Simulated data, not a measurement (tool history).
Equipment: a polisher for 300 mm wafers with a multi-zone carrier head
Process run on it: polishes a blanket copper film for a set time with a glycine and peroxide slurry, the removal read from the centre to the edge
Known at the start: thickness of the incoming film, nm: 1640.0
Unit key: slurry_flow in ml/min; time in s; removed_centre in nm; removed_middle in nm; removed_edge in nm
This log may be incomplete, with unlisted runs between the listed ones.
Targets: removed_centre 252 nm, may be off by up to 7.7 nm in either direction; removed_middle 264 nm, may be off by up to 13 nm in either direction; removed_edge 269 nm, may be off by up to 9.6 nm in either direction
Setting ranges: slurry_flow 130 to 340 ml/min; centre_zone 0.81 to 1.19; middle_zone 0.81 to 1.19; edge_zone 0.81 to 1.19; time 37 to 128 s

run,hour,slurry_flow,centre_zone,middle_zone,edge_zone,time,removed_centre,removed_middle,removed_edge
1,0,220,1,1,1,82,315.57,320.72,323
2,1.7,215,0.98,0.98,0.97,80,305.79,303.55,309.4
3,9.8,165,0.98,0.98,0.97,80,290.32,291.71,297.75
4,15.6,165,0.98,0.98,0.97,64,231.18,232.78,238.1
5,21.1,180,0.98,0.99,0.99,64,235.05,245.65,239.99
6,25.1,200,0.98,0.99,0.99,64,242.41,241.34,248.18
7,26.4,210,0.98,1,1,64,242.76,244.11,252.79
8,35.4,215,0.98,1.01,1.01,64,243.29,248.35,250.49
9,44.3,220,0.98,1.01,1.02,65,249.88,249.56,262.44
10,50.5,220,0.98,1.01,1.02,65,242.88,252.57,254.76
11,58.5,220,0.98,1.01,1.02,65,249.18,247.81,258.16
12,66.9,225,0.97,1.02,1.02,65,247.27,254.39,257.8

Which of these 4 next moves meets every target?
A,75.3,220,0.99,1.06,0.89,65,?,?,?
B,75.3,225,0.95,1.14,0.81,71,?,?,?
C,75.3,165,0.96,1.1,1.01,67,?,?,?
D,75.3,195,0.93,0.95,0.95,71,?,?,?

move,removed_centre,removed_middle,removed_edge
A,253.17,261.4,241.37
B,266.35,301.37,253.18
C,239.4,263.13,254.56
D,254.13,260.37,268.33
A: its largest miss is bigger than the last run's
B: its largest miss is bigger than the last run's
C: its largest miss is bigger than the last run's
D: all results land within tolerance of their targets
So the answer is move D, the one that meets all the targets.

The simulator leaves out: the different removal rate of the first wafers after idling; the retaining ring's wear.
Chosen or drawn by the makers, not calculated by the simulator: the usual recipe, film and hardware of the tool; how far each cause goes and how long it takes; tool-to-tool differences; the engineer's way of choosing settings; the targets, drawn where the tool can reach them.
